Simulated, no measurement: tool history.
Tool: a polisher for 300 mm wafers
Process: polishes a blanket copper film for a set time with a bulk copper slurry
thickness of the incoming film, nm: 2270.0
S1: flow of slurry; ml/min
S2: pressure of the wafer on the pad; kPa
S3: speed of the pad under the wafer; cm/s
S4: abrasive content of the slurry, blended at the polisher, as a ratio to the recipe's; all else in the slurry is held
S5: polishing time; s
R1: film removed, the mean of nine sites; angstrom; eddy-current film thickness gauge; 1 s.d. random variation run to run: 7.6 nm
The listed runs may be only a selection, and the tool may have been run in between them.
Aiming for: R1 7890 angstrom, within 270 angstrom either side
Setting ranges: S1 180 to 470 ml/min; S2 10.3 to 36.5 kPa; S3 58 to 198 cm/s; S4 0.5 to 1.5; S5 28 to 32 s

run	hour	S1	S2	S3	S4	S5	R1
1	0	300	23.4	128	1	32	4975.7
2	1.4	300	17.2	128	1	32	3705.8
3	6.6	300	19.3	128	1	32	4098.4
4	13.7	300	19.3	128	1	28	3560.3
5	15.1	300	24.1	128	1	28	4514.8
6	23.3	300	24.1	150	1	28	5164
7	30.7	300	25.5	150	1	28	5472.6
8	36.5	300	26.2	150	1	28	5581.6
9	41.7	300	26.9	150	1	28	5692.8
10	43.7	300	27.6	150	1	28	5905.9
11	50.8	300	27.6	150	1	28	5777.6
12	58.6	300	28.3	150	1	28	6070
13	62.5	300	29	150	1	28	6173

Which one of the following 4 next-run settings gets every result inside its allowed miss? There is exactly one.
A	66.4	310	29.6	150	1	31	?
B	66.4	300	34.5	154	0.7	32	?
C	66.4	280	28.3	164	0.9	32	?
D	66.4	325	29	148	1.2	32	?

move	R1
A	7106.9
B	8074.9
C	7409.3
D	7387.7
A: gains on the last run, yet a result remains outside its allowed miss
B: all results land within tolerance of their targets
C: gains on the last run, yet a result remains outside its allowed miss
D: gains on the last run, yet a result remains outside its allowed miss
So the answer is move B, the one that meets all the targets.

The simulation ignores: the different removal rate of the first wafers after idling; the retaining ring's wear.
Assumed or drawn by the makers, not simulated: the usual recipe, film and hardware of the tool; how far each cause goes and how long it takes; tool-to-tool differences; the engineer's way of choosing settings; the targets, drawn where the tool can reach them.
